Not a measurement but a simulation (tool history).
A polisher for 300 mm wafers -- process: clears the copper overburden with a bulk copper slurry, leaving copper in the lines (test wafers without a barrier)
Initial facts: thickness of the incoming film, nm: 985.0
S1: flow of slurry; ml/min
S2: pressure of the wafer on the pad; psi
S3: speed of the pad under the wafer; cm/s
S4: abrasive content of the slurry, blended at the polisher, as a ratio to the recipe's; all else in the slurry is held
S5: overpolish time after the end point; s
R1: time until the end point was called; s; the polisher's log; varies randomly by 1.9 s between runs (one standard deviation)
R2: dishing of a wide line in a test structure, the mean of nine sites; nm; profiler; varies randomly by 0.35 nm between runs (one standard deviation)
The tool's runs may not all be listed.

| run | hour | S1 | S2 | S3 | S4 | S5 | R1 | R2 |
|---|---|---|---|---|---|---|---|---|
| 1 | 0 | 130 | 2.2 | 118 | 1 | 23 | 115.96 | 28.77 |
| 2 | 8.2 | 125 | 1.8 | 118 | 1 | 18 | 142.33 | 27.216 |
| 3 | 16.2 | 120 | 1.6 | 118 | 1 | 18 | 163.23 | 26.114 |
| 4 | 23.1 | 115 | 1.5 | 116 | 1 | 21 | 176.27 | 26.399 |
| 5 | 26.4 | 115 | 1.5 | 128 | 1 | 21 | 160.95 | 27.625 |
| 6 | 32.5 | 115 | 1.8 | 128 | 1 | 21 | 134.66 | 28.482 |
| 7 | 35.5 | 115 | 1.6 | 128 | 1 | 20 | 151.54 | 26.758 |

Predict the results of run 8:
|  | 37.6 | slurry nozzle cleaned |
| 8 | 37.6 | 110 | 1.4 | 128 | 1 | 20 | ? | ? |

Run 8 yielded R1 165.35 s, R2 25.974 nm.

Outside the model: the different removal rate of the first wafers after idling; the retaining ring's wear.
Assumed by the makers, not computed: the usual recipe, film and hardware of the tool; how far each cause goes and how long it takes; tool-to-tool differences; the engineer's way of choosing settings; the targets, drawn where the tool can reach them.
